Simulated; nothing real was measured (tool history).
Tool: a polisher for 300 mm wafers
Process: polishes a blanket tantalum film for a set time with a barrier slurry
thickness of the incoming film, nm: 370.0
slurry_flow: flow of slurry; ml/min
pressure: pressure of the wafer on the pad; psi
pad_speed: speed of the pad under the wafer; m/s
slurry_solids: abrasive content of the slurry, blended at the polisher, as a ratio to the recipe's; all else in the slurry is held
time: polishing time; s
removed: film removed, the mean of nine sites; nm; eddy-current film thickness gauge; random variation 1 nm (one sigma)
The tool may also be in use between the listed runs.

run 1 hour=0.0 | slurry_flow=200 pressure=2.4 pad_speed=0.80 slurry_solids=1.0 time=60 | removed=100.430
run 2 hour=1.7 | slurry_flow=200 pressure=2.0 pad_speed=0.80 slurry_solids=1.0 time=60 | removed=85.193
run 3 hour=4.5 | slurry_flow=220 pressure=2.0 pad_speed=0.80 slurry_solids=1.0 time=60 | removed=85.490
run 4 hour=9.2 | slurry_flow=220 pressure=2.3 pad_speed=0.80 slurry_solids=1.0 time=60 | removed=97.097
run 5 hour=16.0 | slurry_flow=220 pressure=2.3 pad_speed=0.80 slurry_solids=1.0 time=63 | removed=103.180
run 6 hour=19.6 | slurry_flow=220 pressure=2.5 pad_speed=0.80 slurry_solids=1.0 time=63 | removed=110.680
run 7 hour=28.1 | slurry_flow=220 pressure=2.7 pad_speed=0.80 slurry_solids=1.0 time=63 | removed=119.700

Forecast run 8:
run 8 hour=31.4 | slurry_flow=220 pressure=2.8 pad_speed=0.80 slurry_solids=1.0 time=63 | removed=?

removed: 124.910 nm

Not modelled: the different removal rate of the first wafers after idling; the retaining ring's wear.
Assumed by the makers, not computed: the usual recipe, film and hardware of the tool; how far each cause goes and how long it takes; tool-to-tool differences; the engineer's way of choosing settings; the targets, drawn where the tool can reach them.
